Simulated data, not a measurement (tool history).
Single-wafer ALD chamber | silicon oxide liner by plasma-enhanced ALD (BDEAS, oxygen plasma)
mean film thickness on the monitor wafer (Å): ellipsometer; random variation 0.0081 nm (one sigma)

| run | hour | heater temperature setpoint (K) | number of ALD cycles (cycles) | mean film thickness on the monitor wafer (Å) |
|---|---|---|---|---|
| 1 | 0 | 593.15 | 35 | 32.575 |
| 2 | 8.2 | 600.15 | 35 | 32.374 |
| 3 | 11 | 604.15 | 35 | 32.025 |
| 4 | 15.6 | 604.15 | 39 | 35.84 |
| 5 | 18.5 | 604.15 | 35 | 31.993 |
| 6 | 20.5 | 593.15 | 35 | 32.703 |
| 7 | 22.6 | 595.15 | 34 | 31.598 |
| 8 | 29.8 | 597.15 | 30 | 27.644 |
| 9 | 38.5 | 596.15 | 30 | 27.776 |

Forecast run 10:
| 10 | 41.1 | 595.15 | 30 | ? |

Run 10 gave mean film thickness on the monitor wafer (Å) 27.843.
